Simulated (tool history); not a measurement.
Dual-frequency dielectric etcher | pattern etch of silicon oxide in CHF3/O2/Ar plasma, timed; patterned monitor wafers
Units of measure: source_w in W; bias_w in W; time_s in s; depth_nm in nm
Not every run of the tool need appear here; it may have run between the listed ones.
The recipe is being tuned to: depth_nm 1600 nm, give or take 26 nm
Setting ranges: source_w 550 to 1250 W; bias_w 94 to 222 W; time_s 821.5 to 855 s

run  hour  source_w  bias_w  time_s  depth_nm
  1     0       900     158   821.5    1763.4
  2   2.8       860     157   821.5    1721.5
  3   4.8       860     157   821.5    1726.3
  4     9       860     157     855    1809.2
  5  16.5       810     156     855    1770.9
  6  20.3       810     135     855    1680.1
  7  24.5       790     135     855    1673.1
     25.5  -- bias power generator calibrated
  8  25.5       770     135     855    1672.8
  9  27.2       750     134     855    1633.8
 10  36.2       740     134     855    1649.6

Exercise: of the 5 proposed moves below, exactly one satisfies all targets within the stated allowed misses. Which move is it?
  A  45.2       890     126     855         ?
  B  45.2       780     142   831.5         ?
  C  45.2       740     141     855         ?
  D  45.2       730     135     834         ?
  E  45.2       760     142   840.5         ?

move  depth_nm
   A    1718.2
   B    1657.4
   C      1669
   D      1597
   E    1660.1
A: further off than the last run
B: further off than the last run
C: further off than the last run
D: every result lands within tolerance
E: further off than the last run
The move that meets every target is D.

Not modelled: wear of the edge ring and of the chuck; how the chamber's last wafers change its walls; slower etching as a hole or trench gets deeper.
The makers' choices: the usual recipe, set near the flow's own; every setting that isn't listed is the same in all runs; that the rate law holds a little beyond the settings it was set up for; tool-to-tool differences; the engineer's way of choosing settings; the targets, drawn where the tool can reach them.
